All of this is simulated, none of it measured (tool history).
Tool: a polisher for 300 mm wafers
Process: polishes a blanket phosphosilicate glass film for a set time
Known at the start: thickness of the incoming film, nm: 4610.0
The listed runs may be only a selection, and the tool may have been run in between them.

run	hour	flow of slurry (ml/min)	pressure of the wafer on the pad (psi)	speed of the pad under the wafer (m/s)	abrasive content of the slurry	polishing time (s)	film removed (Å)
1	0	125	3.4	1.1	1	91	8525.9
2	8.9	125	2.6	1.1	1	91	6624.6
3	17.5	125	2.6	0.98	1	91	6018.9
4	26.4	120	2.3	0.92	1	91	4907.9
5	32.8	105	2.3	0.92	1	91	4738.2
6	33.9	75	2.3	0.92	1	91	3989.7

Run 7 comes next. What will it give?
7	34.6	75	2.2	0.92	1	91	?

{"run 7": {"film removed (Å)": 3886.8}}
